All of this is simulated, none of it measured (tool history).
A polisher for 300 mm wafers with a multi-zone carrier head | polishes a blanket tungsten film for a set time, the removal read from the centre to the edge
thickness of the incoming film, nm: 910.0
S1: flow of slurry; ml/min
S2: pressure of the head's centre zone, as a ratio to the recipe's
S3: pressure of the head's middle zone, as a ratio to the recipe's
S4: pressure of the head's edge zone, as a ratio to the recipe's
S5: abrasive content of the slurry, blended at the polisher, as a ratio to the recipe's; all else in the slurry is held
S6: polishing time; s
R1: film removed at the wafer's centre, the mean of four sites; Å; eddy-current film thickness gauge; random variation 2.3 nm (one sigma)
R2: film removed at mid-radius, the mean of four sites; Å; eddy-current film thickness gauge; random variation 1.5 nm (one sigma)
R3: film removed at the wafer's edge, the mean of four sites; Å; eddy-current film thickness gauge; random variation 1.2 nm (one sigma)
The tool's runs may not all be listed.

run    day   S1    S2    S3    S4    S5  S6      R1      R2      R3
  1  0.000  295  1.00  1.00  1.00  1.00  72  2621.8  2661.6  2707.0
  2  0.138  290  1.00  0.97  0.98  0.90  67  2455.2  2349.2  2421.4
  3  0.483  285  0.98  0.95  0.97  0.85  64  2242.9  2158.4  2256.3
  4  0.725  285  1.06  0.95  0.97  0.85  64  2442.7  2168.8  2292.1
  5  0.946  285  1.06  1.02  0.97  0.85  64  2419.1  2313.8  2283.6
  6  1.242  285  1.12  1.02  0.97  0.85  64  2568.9  2294.9  2308.4
  7  1.279  250  1.02  0.92  0.88  0.60  44  1465.7  1363.9  1383.7
  8  1.371  260  1.02  0.92  0.90  0.60  44  1460.3  1358.4  1423.3

Run 9 comes next. What will it give?
  9  1.462  270  1.03  0.92  0.91  0.60  44   ?   ?   ?

Run 9 gave R1 1504.3 Å, R2 1323.0 Å, R3 1412.3 Å.
